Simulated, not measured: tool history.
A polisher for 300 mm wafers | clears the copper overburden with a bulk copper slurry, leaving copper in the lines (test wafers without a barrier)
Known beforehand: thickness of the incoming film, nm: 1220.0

run  hour  flow of slurry (ml/min)  pressure of the wafer on the pad (kPa)  speed of the pad under the wafer (m/s)  abrasive content of the slurry  overpolish time after the end point (s)  time until the end point was called (s)  dishing of a wide line in a test structure (Å)
  1   0.0                      310                                    20.0                                    1.12                             1.0                                       18                                  114.040                                          880.10
  2   1.8                      310                                    20.7                                    1.12                             1.0                                       19                                  112.340                                          947.24
  3   9.0                      310                                    21.4                                    1.12                             1.0                                       20                                  110.730                                          981.38
  4  12.1                      310                                    24.8                                    1.12                             1.0                                       20                                   96.436                                         1077.70
  5  17.3                      310                                    24.8                                    1.12                             1.0                                       21                                   95.201                                         1109.60
  6  21.3                      310                                    24.8                                    1.12                             1.0                                       16                                   95.838                                          963.63
  7  23.3                      310                                    24.8                                    1.12                             1.0                                       16                                   95.436                                          954.86

Predict the results of run 8:
  8  24.4                      310                                    24.8                                    1.12                             1.0                                       18                                        ?                                               ?

Run 8 produced time until the end point was called (s) 94.968, dishing of a wide line in a test structure (Å) 1007.60.

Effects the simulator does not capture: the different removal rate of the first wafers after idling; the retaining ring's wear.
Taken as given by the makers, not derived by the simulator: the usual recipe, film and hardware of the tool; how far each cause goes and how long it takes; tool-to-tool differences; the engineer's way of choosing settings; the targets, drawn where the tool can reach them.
